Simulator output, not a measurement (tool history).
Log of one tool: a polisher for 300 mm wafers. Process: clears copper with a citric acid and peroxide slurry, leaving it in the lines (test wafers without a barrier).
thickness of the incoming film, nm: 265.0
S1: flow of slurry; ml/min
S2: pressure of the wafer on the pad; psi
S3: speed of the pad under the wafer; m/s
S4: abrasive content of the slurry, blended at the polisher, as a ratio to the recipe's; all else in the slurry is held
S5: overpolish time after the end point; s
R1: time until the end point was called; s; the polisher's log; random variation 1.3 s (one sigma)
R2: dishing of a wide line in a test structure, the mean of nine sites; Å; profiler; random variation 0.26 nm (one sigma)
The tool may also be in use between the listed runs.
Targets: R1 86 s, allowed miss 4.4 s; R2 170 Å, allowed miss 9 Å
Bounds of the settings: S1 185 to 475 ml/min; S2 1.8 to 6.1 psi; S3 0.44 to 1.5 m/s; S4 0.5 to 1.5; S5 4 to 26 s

Run 1, day 0: S1 305 ml/min, S2 3.9 psi, S3 0.96 m/s, S4 1, S5 13 s. Result: R1 117.8 s, R2 148.58 Å.
Run 2, day 0.262: S1 305 ml/min, S2 4 psi, S3 0.96 m/s, S4 1, S5 13 s. Result: R1 116.04 s, R2 147.53 Å.
Run 3, day 0.396: S1 305 ml/min, S2 4 psi, S3 0.96 m/s, S4 1, S5 16 s. Result: R1 115.31 s, R2 164.38 Å.
Run 4, day 0.588: S1 305 ml/min, S2 3 psi, S3 0.96 m/s, S4 1, S5 16 s. Result: R1 150.09 s, R2 143.18 Å.
Run 5, day 0.608: S1 265 ml/min, S2 3 psi, S3 0.96 m/s, S4 1, S5 16 s. Result: R1 152.21 s, R2 139.39 Å.
Run 6, day 0.8: S1 265 ml/min, S2 2.6 psi, S3 0.96 m/s, S4 1, S5 16 s. Result: R1 171.79 s, R2 131.7 Å.
Run 7, day 1.058: S1 265 ml/min, S2 2.8 psi, S3 0.96 m/s, S4 1, S5 16 s. Result: R1 158.75 s, R2 138.48 Å.
Run 8, day 1.221: S1 265 ml/min, S2 3 psi, S3 0.96 m/s, S4 1, S5 16 s. Result: R1 150.88 s, R2 137.96 Å.
Run 9, day 1.242: S1 270 ml/min, S2 3.2 psi, S3 0.96 m/s, S4 1, S5 16 s. Result: R1 144.85 s, R2 149.49 Å.

Which of these 5 next moves meets every target?
Run A, day 1.262: S1 435 ml/min, S2 5.1 psi, S3 0.8 m/s, S4 0.9, S5 13 s. Result: R1 ?, R2 ?.
Run B, day 1.262: S1 270 ml/min, S2 4.1 psi, S3 1.26 m/s, S4 1.1, S5 13 s. Result: R1 ?, R2 ?.
Run C, day 1.262: S1 240 ml/min, S2 4.3 psi, S3 0.94 m/s, S4 0.9, S5 10 s. Result: R1 ?, R2 ?.
Run D, day 1.262: S1 335 ml/min, S2 4.4 psi, S3 0.94 m/s, S4 1.3, S5 15 s. Result: R1 ?, R2 ?.
Run E, day 1.262: S1 290 ml/min, S2 3.9 psi, S3 1.06 m/s, S4 1.3, S5 16 s. Result: R1 ?, R2 ?.

move      R1      R2
   A  107.95  158.71
   B  86.967  174.69
   C  115.11  131.48
   D   98.74   176.4
   E   100.5  179.35
A: nearer than the last run, and not there yet
B: meets every target
C: nearer than the last run, and not there yet
D: nearer than the last run, and not there yet
E: nearer than the last run, and not there yet
Move B is the one to make.
